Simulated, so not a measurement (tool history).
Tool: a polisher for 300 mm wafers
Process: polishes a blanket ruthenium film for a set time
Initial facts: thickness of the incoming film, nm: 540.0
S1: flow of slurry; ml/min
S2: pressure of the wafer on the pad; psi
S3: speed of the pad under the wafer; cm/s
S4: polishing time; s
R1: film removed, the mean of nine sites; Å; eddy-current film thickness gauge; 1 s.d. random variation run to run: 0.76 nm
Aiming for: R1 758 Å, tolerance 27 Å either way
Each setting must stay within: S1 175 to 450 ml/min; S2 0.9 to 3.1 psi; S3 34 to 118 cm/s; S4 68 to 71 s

Run 1, hour 0: S1 290 ml/min, S2 2 psi, S3 76 cm/s, S4 68 s. Result: R1 490.91 Å.
Run 2, hour 0.9: S1 290 ml/min, S2 2 psi, S3 86 cm/s, S4 68 s. Result: R1 534.11 Å.
Run 3, hour 3.8: S1 240 ml/min, S2 2 psi, S3 86 cm/s, S4 68 s. Result: R1 532.24 Å.
Run 4, hour 7: S1 240 ml/min, S2 2.1 psi, S3 86 cm/s, S4 68 s. Result: R1 562.94 Å.
Run 5, hour 12.7: S1 240 ml/min, S2 1.8 psi, S3 86 cm/s, S4 68 s. Result: R1 490.45 Å.
Run 6, hour 19.2: S1 240 ml/min, S2 1.8 psi, S3 86 cm/s, S4 71 s. Result: R1 508.19 Å.
Run 7, hour 27.7: S1 240 ml/min, S2 2 psi, S3 86 cm/s, S4 71 s. Result: R1 558.62 Å.
Run 8, hour 35.6: S1 240 ml/min, S2 2.1 psi, S3 86 cm/s, S4 71 s. Result: R1 579.49 Å.
Run 9, hour 41.6: S1 240 ml/min, S2 2.2 psi, S3 86 cm/s, S4 71 s. Result: R1 604.88 Å.
At hour 42.4: slurry nozzle cleaned.
Run 10, hour 42.4: S1 240 ml/min, S2 2.3 psi, S3 86 cm/s, S4 71 s. Result: R1 652.35 Å.

Exercise: of the 5 proposed moves below, exactly one satisfies all targets within the stated allowed misses. Which move is it?
Run A, hour 43.2: S1 290 ml/min, S2 3 psi, S3 88 cm/s, S4 71 s. Result: R1 ?.
Run B, hour 43.2: S1 255 ml/min, S2 2.5 psi, S3 84 cm/s, S4 71 s. Result: R1 ?.
Run C, hour 43.2: S1 305 ml/min, S2 2.1 psi, S3 102 cm/s, S4 71 s. Result: R1 ?.
Run D, hour 43.2: S1 230 ml/min, S2 2.5 psi, S3 70 cm/s, S4 71 s. Result: R1 ?.
Run E, hour 43.2: S1 335 ml/min, S2 2.5 psi, S3 94 cm/s, S4 70 s. Result: R1 ?.

move      R1
   A  842.04
   B  685.29
   C  715.31
   D  581.91
   E  763.96
A: takes the result that was furthest off past its target
B: moves toward the targets from the last run without getting all of them in spec
C: moves toward the targets from the last run without getting all of them in spec
D: the biggest miss grows against the last run
E: all results land within tolerance of their targets
So the answer is move E, the one that meets all the targets.

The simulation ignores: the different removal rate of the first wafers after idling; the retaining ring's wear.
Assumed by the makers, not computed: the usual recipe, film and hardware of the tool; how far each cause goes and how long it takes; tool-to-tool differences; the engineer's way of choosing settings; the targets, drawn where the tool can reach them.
